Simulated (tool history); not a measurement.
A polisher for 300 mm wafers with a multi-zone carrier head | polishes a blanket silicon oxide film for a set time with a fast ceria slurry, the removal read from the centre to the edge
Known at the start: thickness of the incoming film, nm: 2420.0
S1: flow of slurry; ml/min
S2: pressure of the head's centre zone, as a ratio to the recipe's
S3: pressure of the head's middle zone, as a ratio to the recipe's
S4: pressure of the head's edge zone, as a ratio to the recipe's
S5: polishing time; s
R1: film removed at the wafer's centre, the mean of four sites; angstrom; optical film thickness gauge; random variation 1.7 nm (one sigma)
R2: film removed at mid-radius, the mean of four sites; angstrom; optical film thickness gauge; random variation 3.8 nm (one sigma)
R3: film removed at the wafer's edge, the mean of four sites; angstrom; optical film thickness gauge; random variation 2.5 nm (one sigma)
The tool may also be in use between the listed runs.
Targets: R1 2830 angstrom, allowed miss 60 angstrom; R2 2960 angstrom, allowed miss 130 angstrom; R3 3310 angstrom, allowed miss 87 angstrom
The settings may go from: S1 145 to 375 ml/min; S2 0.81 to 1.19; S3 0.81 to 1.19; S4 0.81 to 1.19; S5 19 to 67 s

Run 1, hour 0: S1 240 ml/min, S2 1, S3 1, S4 1, S5 43 s. Result: R1 2766 angstrom, R2 2710.5 angstrom, R3 2701 angstrom.
Run 2, hour 8.5: S1 240 ml/min, S2 1, S3 0.92, S4 1, S5 43 s. Result: R1 2788.1 angstrom, R2 2564.4 angstrom, R3 2705.6 angstrom.
Run 3, hour 9.9: S1 255 ml/min, S2 0.98, S3 0.93, S4 1.05, S5 44 s. Result: R1 2795.5 angstrom, R2 2702.9 angstrom, R3 2817.7 angstrom.
Run 4, hour 13.6: S1 255 ml/min, S2 0.98, S3 0.93, S4 1.05, S5 48 s. Result: R1 3054.3 angstrom, R2 2925.3 angstrom, R3 3095.7 angstrom.
Run 5, hour 16.9: S1 255 ml/min, S2 0.98, S3 0.86, S4 1.05, S5 48 s. Result: R1 3109.3 angstrom, R2 2773.4 angstrom, R3 3132.7 angstrom.
Run 6, hour 25.3: S1 255 ml/min, S2 1.04, S3 0.86, S4 1.05, S5 48 s. Result: R1 3253.9 angstrom, R2 2791.7 angstrom, R3 3112.6 angstrom.
Run 7, hour 33.1: S1 240 ml/min, S2 1, S3 0.88, S4 1.07, S5 49 s. Result: R1 3180.9 angstrom, R2 2889.5 angstrom, R3 3222.6 angstrom.
Run 8, hour 40.3: S1 230 ml/min, S2 0.97, S3 0.89, S4 1.08, S5 49 s. Result: R1 3065.9 angstrom, R2 2855.7 angstrom, R3 3171.8 angstrom.
Run 9, hour 42.6: S1 220 ml/min, S2 0.94, S3 0.9, S4 1.1, S5 49 s. Result: R1 2951.1 angstrom, R2 2840.8 angstrom, R3 3183.9 angstrom.
Run 10, hour 48.9: S1 215 ml/min, S2 0.93, S3 0.91, S4 1.12, S5 49 s. Result: R1 2886 angstrom, R2 2917.5 angstrom, R3 3183.8 angstrom.

Which of these 4 next moves meets every target?
Run A, hour 55.2: S1 160 ml/min, S2 0.95, S3 1.01, S4 1.09, S5 51 s. Result: R1 ?, R2 ?, R3 ?.
Run B, hour 55.2: S1 160 ml/min, S2 0.85, S3 0.81, S4 1.18, S5 53 s. Result: R1 ?, R2 ?, R3 ?.
Run C, hour 55.2: S1 295 ml/min, S2 0.95, S3 1.01, S4 1.18, S5 45 s. Result: R1 ?, R2 ?, R3 ?.
Run D, hour 55.2: S1 210 ml/min, S2 0.87, S3 0.91, S4 1.1, S5 51 s. Result: R1 ?, R2 ?, R3 ?.

move      R1      R2      R3
   A  2916.6  3182.2    3151
   B  2721.4  2754.4  3419.8
   C  2856.5  3081.2    3102
   D    2834  3065.9    3287
A: further off than the last run
B: takes the result that was furthest off past its target
C: further off than the last run
D: meets every target
Move D is the one to make.
